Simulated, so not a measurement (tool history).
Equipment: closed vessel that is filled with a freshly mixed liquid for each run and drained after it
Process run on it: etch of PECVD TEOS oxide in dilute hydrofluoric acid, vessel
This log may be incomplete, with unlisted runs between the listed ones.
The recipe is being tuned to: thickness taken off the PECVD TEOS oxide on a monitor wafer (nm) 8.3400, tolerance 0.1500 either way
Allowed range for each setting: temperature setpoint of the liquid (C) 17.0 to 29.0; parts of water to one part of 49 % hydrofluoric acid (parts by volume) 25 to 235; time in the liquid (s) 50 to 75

run    day  temperature setpoint of the liquid (C)  parts of water to one part of 49 % hydrofluoric acid (parts by volume)  time in the liquid (s)  thickness taken off the PECVD TEOS oxide on a monitor wafer (nm)
  1  0.000                                    21.0                                                                     130                      75                                                            5.6709
  2  0.350                                    18.5                                                                     130                      75                                                            5.1002
  3  0.550                                    18.5                                                                     165                      75                                                            3.8801
  4  0.754                                    18.5                                                                     125                      75                                                            5.3730
  5  0.983                                    18.5                                                                     160                      75                                                            4.0178
  6  1.367                                    20.5                                                                     155                      75                                                            4.5276
  7  1.688                                    22.0                                                                     150                      75                                                            4.9941
  8  1.954                                    23.0                                                                     145                      75                                                            5.4215
  9  2.004                                    24.0                                                                     140                      75                                                            5.8334
 10  2.175                                    25.0                                                                     135                      75                                                            6.3039
 11  2.471                                    25.5                                                                     130                      75                                                            6.7310

Exercise: of the 5 proposed moves below, exactly one satisfies all targets within the stated allowed misses. Which move is it?
  A  2.767                                    26.0                                                                     110                      75                                                                 ?
  B  2.767                                    24.5                                                                     100                      75                                                                 ?
  C  2.767                                    23.5                                                                     105                      75                                                                 ?
  D  2.767                                    21.5                                                                      90                      75                                                                 ?
  E  2.767                                    25.0                                                                     110                      75                                                                 ?

move  thickness taken off the PECVD TEOS oxide on a monitor wafer (nm)
   A                                                            8.3067
   B                                                            8.7268
   C                                                            7.9403
   D                                                            8.7014
   E                                                            7.9907
A: hits every target within its allowed miss
B: carries the result that was furthest off beyond its target, to the other side
C: closer than the last run, but not yet in spec
D: carries the result that was furthest off beyond its target, to the other side
E: closer than the last run, but not yet in spec
So the answer is move A, the one that meets all the targets.
